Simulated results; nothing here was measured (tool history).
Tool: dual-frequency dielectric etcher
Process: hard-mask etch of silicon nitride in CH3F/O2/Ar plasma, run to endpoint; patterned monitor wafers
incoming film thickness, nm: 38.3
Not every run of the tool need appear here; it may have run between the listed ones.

run,hour,source power (kW),bias power (kW),endpoint time (s)
1,0.0,0.300,0.056,69.364
2,7.0,0.280,0.053,74.836
3,11.9,0.270,0.052,75.966
4,20.6,0.260,0.051,79.335
5,27.3,0.290,0.051,73.499
6,32.1,0.280,0.050,74.814
7,36.0,0.270,0.049,77.399
8,38.2,0.260,0.049,79.410
9,45.3,0.250,0.049,80.491

Run 10 has not been measured yet. What should we expect?
10,50.3,0.240,0.049,?

endpoint time (s): 82.393

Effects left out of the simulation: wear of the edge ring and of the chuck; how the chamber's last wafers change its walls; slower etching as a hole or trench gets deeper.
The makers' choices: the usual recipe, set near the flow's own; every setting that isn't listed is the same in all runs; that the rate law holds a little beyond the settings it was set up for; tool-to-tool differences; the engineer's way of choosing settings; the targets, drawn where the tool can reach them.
